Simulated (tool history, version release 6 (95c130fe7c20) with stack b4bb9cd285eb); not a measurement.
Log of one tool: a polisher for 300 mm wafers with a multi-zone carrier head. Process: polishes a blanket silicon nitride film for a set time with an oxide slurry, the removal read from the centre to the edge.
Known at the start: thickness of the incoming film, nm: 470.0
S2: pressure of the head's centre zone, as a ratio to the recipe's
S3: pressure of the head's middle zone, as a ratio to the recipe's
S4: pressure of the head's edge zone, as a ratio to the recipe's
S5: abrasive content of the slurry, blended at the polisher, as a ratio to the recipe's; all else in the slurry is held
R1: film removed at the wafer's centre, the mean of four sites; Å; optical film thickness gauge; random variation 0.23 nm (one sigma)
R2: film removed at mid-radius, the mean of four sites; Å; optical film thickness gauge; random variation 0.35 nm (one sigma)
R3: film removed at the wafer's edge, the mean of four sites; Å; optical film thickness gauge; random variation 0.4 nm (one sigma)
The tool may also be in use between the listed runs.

Run 1, day 0: flow of slurry (ml/min) 245, S2 1, S3 1, S4 1, S5 1, polishing time (s) 58. Result: R1 281.48 Å, R2 284.91 Å, R3 276.49 Å.
Run 2, day 0.25: flow of slurry (ml/min) 245, S2 1, S3 1, S4 1, S5 1.1, polishing time (s) 58. Result: R1 295.87 Å, R2 292.48 Å, R3 289.2 Å.
Run 3, day 0.279: flow of slurry (ml/min) 245, S2 1, S3 1, S4 1, S5 1.3, polishing time (s) 58. Result: R1 314.7 Å, R2 311.35 Å, R3 305.2 Å.
Run 4, day 0.392: flow of slurry (ml/min) 245, S2 1, S3 1, S4 1, S5 1.15, polishing time (s) 58. Result: R1 295.84 Å, R2 298.56 Å, R3 296.94 Å.
Run 5, day 0.425: flow of slurry (ml/min) 200, S2 1, S3 1, S4 1, S5 1.15, polishing time (s) 58. Result: R1 287.05 Å, R2 292.66 Å, R3 284.32 Å.
Run 6, day 0.783: flow of slurry (ml/min) 200, S2 1, S3 1, S4 1.08, S5 1.15, polishing time (s) 58. Result: R1 289.17 Å, R2 291.23 Å, R3 295.08 Å.
Run 7, day 0.979: flow of slurry (ml/min) 225, S2 1.02, S3 1.02, S4 1.08, S5 1.15, polishing time (s) 58. Result: R1 301.4 Å, R2 301.32 Å, R3 308.13 Å.
Run 8, day 1.304: flow of slurry (ml/min) 245, S2 1.03, S3 1.03, S4 1.06, S5 1.15, polishing time (s) 58. Result: R1 305.97 Å, R2 299.28 Å, R3 301.88 Å.
Run 9, day 1.504: flow of slurry (ml/min) 245, S2 1.03, S3 1.03, S4 1.06, S5 1.15, polishing time (s) 58. Result: R1 307.51 Å, R2 306.54 Å, R3 305.61 Å.
Run 10, day 1.754: flow of slurry (ml/min) 260, S2 1.04, S3 1.04, S4 1.05, S5 1.15, polishing time (s) 58. Result: R1 310.95 Å, R2 307.26 Å, R3 302.35 Å.
Run 11, day 1.958: flow of slurry (ml/min) 275, S2 1.05, S3 1.05, S4 1.05, S5 1.15, polishing time (s) 58. Result: R1 318.45 Å, R2 315.06 Å, R3 305.81 Å.
Run 12, day 2.167: flow of slurry (ml/min) 285, S2 1.06, S3 1.05, S4 1.05, S5 1.15, polishing time (s) 58. Result: R1 319.41 Å, R2 317.04 Å, R3 303.78 Å.
Run 13, day 2.233: flow of slurry (ml/min) 295, S2 1.07, S3 1.05, S4 1.06, S5 1.15, polishing time (s) 58. Result: R1 326.14 Å, R2 318.29 Å, R3 309.97 Å.
Run 14, day 2.417: flow of slurry (ml/min) 305, S2 1.08, S3 1.05, S4 1.06, S5 1.15, polishing time (s) 58. Result: R1 329.67 Å, R2 316.77 Å, R3 303.16 Å.
Run 15, day 2.771: flow of slurry (ml/min) 310, S2 1.09, S3 1.06, S4 1.07, S5 1.15, polishing time (s) 58. Result: R1 332.82 Å, R2 325.51 Å, R3 309.62 Å.

Forecast run 16:
Run 16, day 3.05: flow of slurry (ml/min) 315, S2 1.1, S3 1.06, S4 1.08, S5 1.15, polishing time (s) 58. Result: R1 ?, R2 ?, R3 ?.

{"run 16": {"R1": 334.31, "R2": 324.88, "R3": 306.96}}
